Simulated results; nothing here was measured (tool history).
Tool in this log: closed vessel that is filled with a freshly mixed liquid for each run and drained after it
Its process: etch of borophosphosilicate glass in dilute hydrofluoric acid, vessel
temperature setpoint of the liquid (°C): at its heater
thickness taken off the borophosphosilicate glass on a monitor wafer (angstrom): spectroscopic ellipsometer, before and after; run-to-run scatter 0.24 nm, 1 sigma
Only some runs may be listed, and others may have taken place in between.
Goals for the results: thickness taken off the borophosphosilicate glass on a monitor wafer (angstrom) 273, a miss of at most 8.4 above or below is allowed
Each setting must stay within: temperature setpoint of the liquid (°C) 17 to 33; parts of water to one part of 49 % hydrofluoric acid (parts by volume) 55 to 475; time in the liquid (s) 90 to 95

run	hour	temperature setpoint of the liquid (°C)	parts of water to one part of 49 % hydrofluoric acid (parts by volume)	time in the liquid (s)	thickness taken off the borophosphosilicate glass on a monitor wafer (angstrom)
1	0	25	265	90	113.57
2	4.5	25	230	90	135.17
3	10.2	27	200	90	171.14
4	11.2	28.5	185	90	201.9
5	13.8	30	180	90	222.49
6	21	30	180	90	215.96
7	30.1	31	175	90	230.51
8	39.4	31.5	170	90	250.15
9	45.5	32	170	90	252.33
10	53.3	32.5	170	90	257.72

Of the 4 settings listed for the next run, only one would bring every result within its allowed miss of target. Which one?
A	61.1	32.5	155	90	?
B	61.1	29.5	155	95	?
C	61.1	33	195	95	?
D	61.1	33	160	95	?

move	thickness taken off the borophosphosilicate glass on a monitor wafer (angstrom)
A	286.62
B	272.49
C	230.59
D	295.89
A: takes the result that was furthest off past its target
B: every result lands within tolerance
C: further off than the last run
D: takes the result that was furthest off past its target
The right move is B.
